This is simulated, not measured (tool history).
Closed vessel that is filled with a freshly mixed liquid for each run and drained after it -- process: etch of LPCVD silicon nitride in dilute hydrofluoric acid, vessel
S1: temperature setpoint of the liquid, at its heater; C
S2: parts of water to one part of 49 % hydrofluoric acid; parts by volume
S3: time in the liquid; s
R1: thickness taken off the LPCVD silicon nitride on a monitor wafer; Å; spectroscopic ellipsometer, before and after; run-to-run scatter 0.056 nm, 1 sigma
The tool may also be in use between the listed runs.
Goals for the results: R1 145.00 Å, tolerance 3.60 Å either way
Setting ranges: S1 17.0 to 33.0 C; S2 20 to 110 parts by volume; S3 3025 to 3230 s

run,day,S1,S2,S3,R1
1,0.000,25.0,60,3025,226.20
2,0.029,25.0,40,3025,336.78
3,0.250,23.5,40,3025,306.21
4,0.371,22.5,40,3025,285.95
5,0.704,22.0,40,3025,275.92
6,1.000,21.5,40,3025,264.07
7,1.204,21.0,40,3025,256.61
8,1.462,20.5,40,3025,248.36
9,1.579,20.5,40,3025,247.64
10,1.704,20.0,40,3025,238.82
11,1.729,19.5,40,3025,229.96
12,1.779,19.5,40,3025,231.55
13,2.038,19.5,40,3025,230.61
14,2.354,19.0,40,3025,222.07
15,2.417,18.0,50,3025,166.88
16,2.612,17.5,50,3025,161.40
17,2.679,17.0,50,3025,154.69

Below are 5 possible settings for the next run. Only one of them brings all results inside the allowed miss of their targets. Which is it?
A,2.746,19.5,65,3025,?
B,2.746,17.5,50,3025,?
C,2.746,17.5,55,3095,?
D,2.746,17.5,55,3135,?
E,2.746,17.0,50,3230,?

move,R1
A,144.46
B,162.02
C,151.14
D,153.10
E,166.98
A: in spec on every target
B: further off than the last run
C: gains on the last run, yet a result remains outside its allowed miss
D: gains on the last run, yet a result remains outside its allowed miss
E: further off than the last run
The move that meets every target is A.
